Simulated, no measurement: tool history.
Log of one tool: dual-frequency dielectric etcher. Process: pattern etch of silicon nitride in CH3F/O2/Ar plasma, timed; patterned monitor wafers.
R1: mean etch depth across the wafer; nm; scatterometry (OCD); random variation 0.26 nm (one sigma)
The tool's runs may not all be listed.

Run 1, hour 0.0: source power (W) 440, bias power (W) 56, etch time (s) 89.5. Result: R1 61.442 nm.
Run 2, hour 6.3: source power (W) 440, bias power (W) 48, etch time (s) 89.5. Result: R1 58.168 nm.
Run 3, hour 14.8: source power (W) 420, bias power (W) 48, etch time (s) 89.5. Result: R1 56.898 nm.
Run 4, hour 16.4: source power (W) 410, bias power (W) 48, etch time (s) 89.5. Result: R1 55.920 nm.
Run 5, hour 25.4: source power (W) 410, bias power (W) 48, etch time (s) 93.5. Result: R1 58.191 nm.
Run 6, hour 30.1: source power (W) 440, bias power (W) 48, etch time (s) 93.5. Result: R1 60.207 nm.
Run 7, hour 36.3: source power (W) 410, bias power (W) 48, etch time (s) 93.5. Result: R1 58.534 nm.
At hour 38.8: bias power generator calibrated.
Run 8, hour 38.8: source power (W) 390, bias power (W) 48, etch time (s) 93.5. Result: R1 57.021 nm.

The next listed run, before its measurement:
Run 9, hour 41.4: source power (W) 380, bias power (W) 48, etch time (s) 93.5. Result: R1 ?.

Run 9 gave R1 55.777 nm.
